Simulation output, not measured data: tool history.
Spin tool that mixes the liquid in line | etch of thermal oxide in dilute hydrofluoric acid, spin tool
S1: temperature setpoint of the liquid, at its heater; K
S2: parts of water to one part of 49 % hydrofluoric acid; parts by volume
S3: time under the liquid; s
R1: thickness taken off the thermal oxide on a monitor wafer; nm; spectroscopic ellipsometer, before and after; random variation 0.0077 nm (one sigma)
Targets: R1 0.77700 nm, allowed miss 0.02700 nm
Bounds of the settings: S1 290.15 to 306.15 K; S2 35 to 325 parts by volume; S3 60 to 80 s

run  hour      S1   S2  S3       R1
  1   0.0  298.15  180  80  2.10590
  2   9.1  297.15  195  80  1.83180
  3  12.9  296.15  210  80  1.61340
  4  15.5  299.15  210  80  1.79670
  5  19.2  298.15  220  80  1.61030
  6  26.1  295.15  220  80  1.45390
  7  33.2  294.65  230  80  1.38120
  8  38.6  290.65  300  80  0.85185
  9  43.5  290.65  310  80  0.81212

4 next moves are on the table. One of them brings every result within its allowed miss. Which?
  A  48.4  290.65  295  80   ?
  B  48.4  290.15  270  60   ?
  C  48.4  292.15  270  60   ?
  D  48.4  290.15  325  75   ?

move       R1
   A  0.85900
   B  0.70665
   C  0.76089
   D  0.69912
A: further off than the last run
B: takes the result that was furthest off past its target
C: meets every target
D: takes the result that was furthest off past its target
The right move is C.
